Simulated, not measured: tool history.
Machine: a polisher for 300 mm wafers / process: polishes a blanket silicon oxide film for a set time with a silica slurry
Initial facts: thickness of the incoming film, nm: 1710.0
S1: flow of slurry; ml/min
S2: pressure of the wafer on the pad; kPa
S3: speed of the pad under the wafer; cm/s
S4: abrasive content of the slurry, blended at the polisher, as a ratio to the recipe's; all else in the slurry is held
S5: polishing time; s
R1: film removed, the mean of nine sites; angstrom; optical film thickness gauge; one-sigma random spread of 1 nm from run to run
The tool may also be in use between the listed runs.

| run | hour | S1 | S2 | S3 | S4 | S5 | R1 |
|---|---|---|---|---|---|---|---|
| 1 | 0 | 195 | 23.4 | 114 | 1 | 44 | 1176.1 |
| 2 | 1.8 | 195 | 23.4 | 140 | 1 | 44 | 1349.6 |
| 3 | 7.7 | 195 | 23.4 | 156 | 1 | 44 | 1491.2 |
| 4 | 12.1 | 180 | 23.4 | 156 | 1 | 44 | 1472.4 |
| 5 | 14 | 180 | 20.7 | 154 | 1 | 44 | 1282.2 |
| 6 | 18.7 | 180 | 20.7 | 178 | 1 | 44 | 1479.9 |
| 7 | 23.1 | 180 | 17.9 | 176 | 1 | 44 | 1258.9 |
| 8 | 29.5 | 180 | 15.9 | 176 | 1 | 44 | 1131.3 |
| 9 | 30.2 | 175 | 10.3 | 174 | 1 | 44 | 742.6 |
| 10 | 31 | 185 | 11 | 174 | 1 | 44 | 793.05 |

Forecast run 11:
| 11 | 38.1 | 185 | 11.7 | 174 | 1 | 44 | ? |

Run 11 produced R1 818.88 angstrom.
